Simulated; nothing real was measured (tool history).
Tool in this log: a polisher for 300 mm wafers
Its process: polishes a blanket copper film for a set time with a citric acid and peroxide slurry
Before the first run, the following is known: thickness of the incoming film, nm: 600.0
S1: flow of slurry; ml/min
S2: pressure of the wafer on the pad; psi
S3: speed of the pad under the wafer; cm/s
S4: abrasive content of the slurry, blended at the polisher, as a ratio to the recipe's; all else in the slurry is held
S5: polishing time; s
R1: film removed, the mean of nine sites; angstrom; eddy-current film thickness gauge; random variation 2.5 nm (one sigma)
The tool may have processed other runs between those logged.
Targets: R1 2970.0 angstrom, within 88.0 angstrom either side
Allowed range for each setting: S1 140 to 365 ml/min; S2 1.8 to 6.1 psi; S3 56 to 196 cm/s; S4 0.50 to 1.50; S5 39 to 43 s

run 1 hour=0.0 | S1=235 S2=3.9 S3=126 S4=1.00 S5=43 | R1=1760.9
run 2 hour=3.8 | S1=235 S2=4.2 S3=126 S4=1.00 S5=43 | R1=1846.4
run 3 hour=4.9 | S1=235 S2=4.5 S3=128 S4=1.00 S5=43 | R1=1998.3
run 4 hour=9.5 | S1=235 S2=4.7 S3=130 S4=1.00 S5=43 | R1=2129.6
run 5 hour=17.4 | S1=235 S2=4.9 S3=130 S4=1.00 S5=43 | R1=2248.9
run 6 hour=19.7 | S1=235 S2=5.1 S3=130 S4=1.00 S5=43 | R1=2332.3
run 7 hour=22.2 | S1=235 S2=5.2 S3=130 S4=1.00 S5=43 | R1=2335.6
run 8 hour=26.1 | S1=235 S2=5.3 S3=132 S4=1.00 S5=43 | R1=2437.9
run 9 hour=33.2 | S1=235 S2=5.4 S3=132 S4=1.00 S5=43 | R1=2448.6
run 10 hour=34.4 | S1=235 S2=5.5 S3=134 S4=1.00 S5=43 | R1=2571.5
run 11 hour=35.1 | S1=235 S2=5.6 S3=134 S4=1.00 S5=43 | R1=2624.9
run 12 hour=41.0 | S1=235 S2=5.7 S3=134 S4=1.00 S5=43 | R1=2622.8
run 13 hour=43.9 | S1=235 S2=5.8 S3=134 S4=1.00 S5=43 | R1=2707.9
run 14 hour=51.9 | S1=240 S2=6.0 S3=136 S4=1.00 S5=43 | R1=2858.3

Which one of the following 5 next-run settings gets every result inside its allowed miss? There is exactly one.
run A hour=59.9 | S1=250 S2=5.6 S3=146 S4=0.95 S5=43 | R1=?
run B hour=59.9 | S1=280 S2=6.1 S3=144 S4=1.10 S5=43 | R1=?
run C hour=59.9 | S1=240 S2=5.9 S3=128 S4=1.10 S5=43 | R1=?
run D hour=59.9 | S1=275 S2=5.7 S3=158 S4=0.95 S5=43 | R1=?
run E hour=59.9 | S1=275 S2=5.9 S3=144 S4=1.00 S5=42 | R1=?

move=A R1=2863.6
move=B R1=3209.3
move=C R1=2720.8
move=D R1=3181.5
move=E R1=2967.3
A: just as far off the targets as the last run
B: takes the result that was furthest off past its target
C: its largest miss is bigger than the last run's
D: takes the result that was furthest off past its target
E: in spec on every target
Go with E: it meets all targets.

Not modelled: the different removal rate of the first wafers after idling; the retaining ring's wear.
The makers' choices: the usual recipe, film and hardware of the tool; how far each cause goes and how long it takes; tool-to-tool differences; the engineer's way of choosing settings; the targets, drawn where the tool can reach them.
